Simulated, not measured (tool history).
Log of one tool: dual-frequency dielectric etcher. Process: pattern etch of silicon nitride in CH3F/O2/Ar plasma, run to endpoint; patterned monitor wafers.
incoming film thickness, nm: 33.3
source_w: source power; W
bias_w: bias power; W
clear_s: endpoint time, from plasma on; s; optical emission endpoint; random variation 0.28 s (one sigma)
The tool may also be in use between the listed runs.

run	hour	source_w	bias_w	clear_s
1	0	320	65	54.259
2	2.3	340	65	52.525
3	9.2	310	65	54.686
4	12.2	310	60	56.185
5	15.5	250	60	61.32
6	22	250	52	65.094
7	24.2	300	55	59.199
8	26.2	330	57	56.349
9	32.8	360	58	54.224
10	35.8	380	59	52.722

Run 11 comes next. What will it give?
11	43.8	400	60	?

clear_s: 51.495 s

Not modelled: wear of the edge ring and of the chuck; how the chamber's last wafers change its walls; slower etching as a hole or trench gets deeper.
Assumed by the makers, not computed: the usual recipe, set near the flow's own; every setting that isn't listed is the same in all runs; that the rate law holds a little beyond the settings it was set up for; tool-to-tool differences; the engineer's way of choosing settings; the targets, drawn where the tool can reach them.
